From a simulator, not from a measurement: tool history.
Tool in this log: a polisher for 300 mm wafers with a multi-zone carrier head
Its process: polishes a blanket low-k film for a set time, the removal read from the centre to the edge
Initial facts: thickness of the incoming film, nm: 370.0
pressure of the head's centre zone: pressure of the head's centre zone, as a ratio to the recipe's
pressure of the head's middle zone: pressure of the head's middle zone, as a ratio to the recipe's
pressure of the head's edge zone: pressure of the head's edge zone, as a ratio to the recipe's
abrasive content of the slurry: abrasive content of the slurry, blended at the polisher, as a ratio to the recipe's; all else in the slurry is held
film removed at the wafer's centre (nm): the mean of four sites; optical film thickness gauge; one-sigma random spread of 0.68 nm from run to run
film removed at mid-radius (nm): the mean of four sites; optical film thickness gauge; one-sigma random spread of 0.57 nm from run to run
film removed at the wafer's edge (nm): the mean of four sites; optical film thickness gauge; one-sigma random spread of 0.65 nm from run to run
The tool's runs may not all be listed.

| run | hour | flow of slurry (ml/min) | pressure of the head's centre zone | pressure of the head's middle zone | pressure of the head's edge zone | abrasive content of the slurry | polishing time (s) | film removed at the wafer's centre (nm) | film removed at mid-radius (nm) | film removed at the wafer's edge (nm) |
|---|---|---|---|---|---|---|---|---|---|---|
| 1 | 0 | 270 | 1 | 1 | 1 | 1 | 81 | 44.227 | 44.795 | 44.473 |
| 2 | 4.7 | 280 | 1.03 | 1.05 | 1 | 1.05 | 81 | 45.683 | 47.837 | 45.275 |
| 3 | 11.7 | 285 | 1.06 | 1.09 | 0.99 | 1.1 | 81 | 49.145 | 49.946 | 45.105 |
| 4 | 15.6 | 285 | 1.12 | 1.09 | 0.99 | 1.1 | 81 | 52.637 | 50.6 | 45.688 |
| 5 | 21.2 | 290 | 1.11 | 1.12 | 1 | 1.15 | 81 | 52.181 | 52.654 | 47.166 |
| 6 | 28.1 | 290 | 1.11 | 1.07 | 1 | 1.15 | 81 | 53.093 | 50.209 | 46.264 |
| 7 | 30.9 | 290 | 1.1 | 1.1 | 1 | 1.2 | 81 | 53.967 | 52.223 | 48.036 |

What will run 8 give?
| 8 | 35.4 | 295 | 1.09 | 1.13 | 0.99 | 1.2 | 82 | ? | ? | ? |

Run 8 came out at film removed at the wafer's centre (nm) 53.348, film removed at mid-radius (nm) 53.865, film removed at the wafer's edge (nm) 48.038.
